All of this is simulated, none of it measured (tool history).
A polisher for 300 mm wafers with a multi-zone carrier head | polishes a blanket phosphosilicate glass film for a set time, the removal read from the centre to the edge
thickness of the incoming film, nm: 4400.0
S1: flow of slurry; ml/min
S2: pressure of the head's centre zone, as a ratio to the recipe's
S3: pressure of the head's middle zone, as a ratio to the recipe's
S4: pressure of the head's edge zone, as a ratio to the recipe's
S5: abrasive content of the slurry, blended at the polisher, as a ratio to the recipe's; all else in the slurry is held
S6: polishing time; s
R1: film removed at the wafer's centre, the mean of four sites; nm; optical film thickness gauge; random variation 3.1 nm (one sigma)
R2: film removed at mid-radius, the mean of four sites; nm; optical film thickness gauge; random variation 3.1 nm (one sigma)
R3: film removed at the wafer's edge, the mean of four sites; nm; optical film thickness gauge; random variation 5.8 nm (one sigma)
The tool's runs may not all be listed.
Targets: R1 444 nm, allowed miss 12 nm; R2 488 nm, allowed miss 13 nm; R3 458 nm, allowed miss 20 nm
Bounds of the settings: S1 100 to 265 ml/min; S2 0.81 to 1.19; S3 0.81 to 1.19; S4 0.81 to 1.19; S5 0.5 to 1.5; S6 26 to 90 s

| run | hour | S1 | S2 | S3 | S4 | S5 | S6 | R1 | R2 | R3 |
|---|---|---|---|---|---|---|---|---|---|---|
| 1 | 0 | 170 | 1 | 1 | 1 | 1 | 58 | 326.7 | 346.17 | 338.64 |
| 2 | 2.3 | 170 | 1.03 | 1 | 1 | 1 | 58 | 337.13 | 348.65 | 346.25 |
| 3 | 9 | 185 | 1.03 | 1 | 1 | 1 | 58 | 338.22 | 353.28 | 347.42 |
| 4 | 13.7 | 195 | 1.06 | 1.04 | 1.04 | 1.1 | 58 | 378.83 | 393.32 | 382.87 |
| 5 | 21.5 | 195 | 1.06 | 1.04 | 1.09 | 1.1 | 58 | 376.88 | 386.94 | 383.48 |
| 6 | 28.3 | 155 | 1.06 | 1.04 | 1.09 | 1.1 | 58 | 361.18 | 376.05 | 368.92 |
| 7 | 34 | 175 | 1.07 | 1.07 | 1.12 | 1.15 | 58 | 383.31 | 395.93 | 397.69 |
| 8 | 38.5 | 190 | 1.08 | 1.1 | 1.11 | 1.2 | 58 | 402.7 | 426.76 | 407.66 |
| 9 | 47.1 | 205 | 1.08 | 1.12 | 1.13 | 1.2 | 58 | 406.4 | 442.04 | 406.63 |
| 10 | 51.1 | 210 | 1.08 | 1.12 | 1.14 | 1.25 | 58 | 411.77 | 449.01 | 421.55 |

Which of these 5 next moves meets every target?
| A | 55.1 | 210 | 1.06 | 1.11 | 1.14 | 1.3 | 62 | ? | ? | ? |
| B | 55.1 | 210 | 1.09 | 1.02 | 1.19 | 1.35 | 57 | ? | ? | ? |
| C | 55.1 | 210 | 1.05 | 1.07 | 1.04 | 1.2 | 60 | ? | ? | ? |
| D | 55.1 | 230 | 0.88 | 1.18 | 1.08 | 1.5 | 58 | ? | ? | ? |
| E | 55.1 | 230 | 0.88 | 1.13 | 1.19 | 1.5 | 57 | ? | ? | ? |

| move | R1 | R2 | R3 |
|---|---|---|---|
| A | 444.16 | 485.59 | 447.8 |
| B | 427.25 | 423.09 | 426.99 |
| C | 408.96 | 437.84 | 401.74 |
| D | 371.78 | 516.63 | 440.36 |
| E | 365.24 | 489.28 | 450.44 |
A: meets every target
B: further off than the last run
C: further off than the last run
D: takes the result that was furthest off past its target
E: brings the result that was furthest off to its target, and leaves another outside
The right move is A.
